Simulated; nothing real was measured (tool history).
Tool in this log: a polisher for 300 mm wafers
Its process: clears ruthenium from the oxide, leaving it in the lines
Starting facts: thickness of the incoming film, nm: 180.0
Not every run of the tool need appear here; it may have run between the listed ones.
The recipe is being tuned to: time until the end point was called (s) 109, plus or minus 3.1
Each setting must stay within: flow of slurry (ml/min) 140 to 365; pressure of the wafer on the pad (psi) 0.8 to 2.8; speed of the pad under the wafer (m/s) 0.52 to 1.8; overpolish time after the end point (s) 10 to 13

| run | hour | flow of slurry (ml/min) | pressure of the wafer on the pad (psi) | speed of the pad under the wafer (m/s) | overpolish time after the end point (s) | time until the end point was called (s) |
|---|---|---|---|---|---|---|
| 1 | 0 | 235 | 1.8 | 1.16 | 13 | 200.28 |
| 2 | 3.2 | 235 | 1.9 | 1.16 | 13 | 186.85 |
| 3 | 4.2 | 265 | 1.9 | 1.16 | 13 | 185.07 |
| 4 | 11.5 | 265 | 1.9 | 1.16 | 10 | 182.23 |
| 5 | 14.2 | 270 | 2 | 1.16 | 10 | 175.4 |
| 6 | 15.4 | 270 | 2.1 | 1.16 | 10 | 170.36 |
| 7 | 23.7 | 275 | 2.2 | 1.18 | 10 | 159.51 |
| 8 | 30.3 | 280 | 2.3 | 1.2 | 10 | 149.72 |
| 9 | 34.9 | 280 | 2.4 | 1.22 | 10 | 139.76 |
| 10 | 36.7 | 280 | 2.5 | 1.22 | 10 | 136.26 |
| 11 | 38.7 | 285 | 2.5 | 1.24 | 10 | 132.09 |
| 12 | 39.6 | 295 | 2.7 | 1.28 | 10 | 119.84 |

Exactly one of the 4 candidate moves below puts every result within its allowed miss. Which one?
| A | 40.5 | 300 | 2.7 | 1.18 | 13 | ? |
| B | 40.5 | 365 | 2.8 | 1.42 | 10 | ? |
| C | 40.5 | 330 | 2.8 | 1.34 | 12 | ? |
| D | 40.5 | 290 | 2.6 | 1.12 | 11 | ? |

| move | time until the end point was called (s) |
|---|---|
| A | 131.64 |
| B | 104.46 |
| C | 111.41 |
| D | 144.02 |
A: lands further from the targets than the last run did
B: takes the biggest miss from the last run beyond its target
C: every result lands within tolerance
D: lands further from the targets than the last run did
Move C is the one to make.
